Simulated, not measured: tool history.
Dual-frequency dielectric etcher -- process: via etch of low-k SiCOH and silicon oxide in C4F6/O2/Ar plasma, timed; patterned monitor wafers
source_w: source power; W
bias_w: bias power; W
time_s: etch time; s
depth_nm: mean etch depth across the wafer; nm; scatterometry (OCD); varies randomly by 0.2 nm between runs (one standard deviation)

run  hour  source_w  bias_w  time_s  depth_nm
  1     0       350     146      22    45.346
  2   8.5       380     146      22    47.067
  3    10       350     144      22    45.512
  4  16.8       350     118      22     43.17
  5  22.7       350      97      22    41.133
  6  30.2       400      97      22    43.904
  7  32.8       390      96      22    42.933
  8  36.1       380      95      22    42.325
  9  40.6       370      94      22    41.955

Run 10, settings as shown, results not yet in. Your forecast:
 10  49.4       360      93      22         ?

{"run 10": {"depth_nm": 41.188}}
